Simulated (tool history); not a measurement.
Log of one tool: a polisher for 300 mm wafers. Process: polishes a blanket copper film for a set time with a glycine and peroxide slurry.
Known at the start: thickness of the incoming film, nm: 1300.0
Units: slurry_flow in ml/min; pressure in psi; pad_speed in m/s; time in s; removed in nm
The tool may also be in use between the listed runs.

run 1 hour=0 | slurry_flow=180 pressure=3.3 pad_speed=1.3 time=41 | removed=294.31
run 2 hour=6.3 | slurry_flow=180 pressure=3.5 pad_speed=1.3 time=41 | removed=307.13
run 3 hour=9.4 | slurry_flow=180 pressure=4.3 pad_speed=1.3 time=41 | removed=369.62
run 4 hour=13.3 | slurry_flow=180 pressure=4.4 pad_speed=1.3 time=41 | removed=384.29
run 5 hour=16.2 | slurry_flow=180 pressure=4.4 pad_speed=0.96 time=41 | removed=295.49
run 6 hour=20.3 | slurry_flow=180 pressure=4.5 pad_speed=0.98 time=41 | removed=298.11
run 7 hour=28.6 | slurry_flow=180 pressure=4.6 pad_speed=1 time=41 | removed=311.99
run 8 hour=37 | slurry_flow=180 pressure=4.7 pad_speed=1.02 time=41 | removed=322.15
run 9 hour=42.7 | slurry_flow=180 pressure=4.8 pad_speed=1.04 time=41 | removed=337.06
-- hour=48.5 worn pad replaced by a new one
run 10 hour=48.5 | slurry_flow=190 pressure=5.2 pad_speed=1.24 time=41 | removed=467.13

Run 11 comes next. What will it give?
run 11 hour=52.5 | slurry_flow=185 pressure=5.2 pad_speed=1.24 time=41 | removed=?

{"run 11": {"removed": 468.23}}

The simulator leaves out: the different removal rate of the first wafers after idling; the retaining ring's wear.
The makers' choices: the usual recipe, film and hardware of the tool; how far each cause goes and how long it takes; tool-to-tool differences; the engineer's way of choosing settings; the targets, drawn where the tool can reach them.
